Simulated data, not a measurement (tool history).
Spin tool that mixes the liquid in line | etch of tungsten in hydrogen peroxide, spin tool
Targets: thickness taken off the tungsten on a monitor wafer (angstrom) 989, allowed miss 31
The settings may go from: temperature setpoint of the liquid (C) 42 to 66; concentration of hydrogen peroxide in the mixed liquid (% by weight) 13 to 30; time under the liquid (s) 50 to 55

run	hour	temperature setpoint of the liquid (C)	concentration of hydrogen peroxide in the mixed liquid (% by weight)	time under the liquid (s)	thickness taken off the tungsten on a monitor wafer (angstrom)
1	0	58	24	50	1636.8
2	0.8	58	21	50	1521.9
3	7.3	56.5	21	50	1375.8
4	9.8	55.5	21	50	1309.5
5	13.7	54.5	21	50	1219.8
6	22	54.5	21	50	1224.4
7	30.7	53.5	21	50	1150.1
8	32.4	53	21	50	1130.3
9	33.6	52.5	21	50	1096.6
10	35.8	52	21	50	1061.3

5 next moves are on the table. One of them brings every result within its allowed miss. Which?
A	38	51	20.5	50	?
B	38	50	17	55	?
C	38	49	19	55	?
D	38	52	13	55	?
E	38	49.5	21	50	?

move	thickness taken off the tungsten on a monitor wafer (angstrom)
A	979.5
B	923.17
C	917.93
D	911.57
E	904.65
A: meets every target
B: takes the result that was furthest off past its target
C: takes the result that was furthest off past its target
D: takes the result that was furthest off past its target
E: takes the result that was furthest off past its target
Answer: A

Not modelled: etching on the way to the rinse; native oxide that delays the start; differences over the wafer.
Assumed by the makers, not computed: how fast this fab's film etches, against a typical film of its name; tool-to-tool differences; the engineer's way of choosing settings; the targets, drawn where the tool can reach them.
